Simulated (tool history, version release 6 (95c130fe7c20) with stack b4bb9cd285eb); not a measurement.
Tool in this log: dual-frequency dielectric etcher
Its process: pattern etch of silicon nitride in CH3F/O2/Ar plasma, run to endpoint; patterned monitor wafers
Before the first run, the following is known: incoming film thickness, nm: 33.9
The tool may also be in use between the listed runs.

| run | hour | source power (kW) | bias power (kW) | endpoint time (s) |
|---|---|---|---|---|
| 1 | 0 | 0.52 | 0.066 | 50.793 |
| 2 | 5.3 | 0.59 | 0.066 | 48.192 |
| 3 | 13.3 | 0.55 | 0.065 | 49.701 |
| 4 | 17.2 | 0.61 | 0.065 | 47.803 |
| 5 | 25 | 0.61 | 0.069 | 46.933 |
| 6 | 32.5 | 0.56 | 0.067 | 49.474 |
| 7 | 38.8 | 0.53 | 0.066 | 49.919 |

Forecast run 8:
| 8 | 43.1 | 0.49 | 0.064 | ? |

endpoint time (s): 51.782

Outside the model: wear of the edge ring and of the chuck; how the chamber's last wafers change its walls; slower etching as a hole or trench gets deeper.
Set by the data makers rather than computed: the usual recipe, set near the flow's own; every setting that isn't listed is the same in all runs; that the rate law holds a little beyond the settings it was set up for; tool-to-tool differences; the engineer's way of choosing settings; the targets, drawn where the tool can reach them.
